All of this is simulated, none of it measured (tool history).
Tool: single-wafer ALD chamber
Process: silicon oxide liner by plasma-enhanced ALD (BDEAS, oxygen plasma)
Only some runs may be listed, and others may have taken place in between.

run,hour,heater temperature setpoint (°C),number of ALD cycles (cycles),mean film thickness on the monitor wafer (Å)
1,0.0,320,48,43.308
2,5.3,320,43,38.959
3,9.8,327,43,38.446
4,18.3,327,38,33.873
# hour 23.8: thermocouple changed; heater temperature recalibrated
5,23.8,325,40,36.313
6,26.9,322,41,37.350
7,32.3,319,41,37.622
8,40.9,316,41,37.745
9,48.6,314,41,37.700
10,50.0,313,42,38.710
11,58.1,312,42,38.954

Forecast run 12:
12,63.8,311,42,?

Run 12 gave mean film thickness on the monitor wafer (Å) 38.791.

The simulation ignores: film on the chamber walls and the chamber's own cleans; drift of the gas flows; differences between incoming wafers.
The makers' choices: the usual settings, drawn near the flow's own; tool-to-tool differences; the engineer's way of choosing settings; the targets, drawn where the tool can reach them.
